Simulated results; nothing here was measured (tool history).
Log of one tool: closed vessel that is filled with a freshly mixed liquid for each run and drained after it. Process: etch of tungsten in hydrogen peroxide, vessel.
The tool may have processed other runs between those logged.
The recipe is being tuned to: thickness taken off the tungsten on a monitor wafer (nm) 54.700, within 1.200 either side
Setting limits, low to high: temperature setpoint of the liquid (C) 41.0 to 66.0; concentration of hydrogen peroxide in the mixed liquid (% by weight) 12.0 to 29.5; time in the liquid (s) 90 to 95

run	hour	temperature setpoint of the liquid (C)	concentration of hydrogen peroxide in the mixed liquid (% by weight)	time in the liquid (s)	thickness taken off the tungsten on a monitor wafer (nm)
1	0.0	57.0	20.0	90	112.460
2	2.1	57.0	15.5	90	99.025
3	6.4	57.0	18.0	90	106.320
4	10.7	57.0	18.0	95	113.460
5	19.6	57.0	18.0	90	105.400
6	24.8	54.0	18.0	90	89.317
7	30.7	52.0	18.0	90	78.101
8	32.9	50.5	18.0	90	72.192
9	39.6	49.5	18.0	90	67.853
10	44.3	49.5	18.0	90	68.090
11	46.6	48.5	18.0	90	63.723
12	55.5	48.0	18.0	90	61.458
13	62.5	45.5	18.0	90	52.775

Exercise: of the 4 proposed moves below, exactly one satisfies all targets within the stated allowed misses. Which move is it?
A	69.5	45.0	17.0	90	?
B	69.5	46.0	16.0	95	?
C	69.5	45.0	16.0	95	?
D	69.5	44.5	17.5	95	?

move	thickness taken off the tungsten on a monitor wafer (nm)
A	50.108
B	54.642
C	51.313
D	51.996
A: the biggest miss grows against the last run
B: in spec on every target
C: the biggest miss grows against the last run
D: the biggest miss grows against the last run
The right move is B.
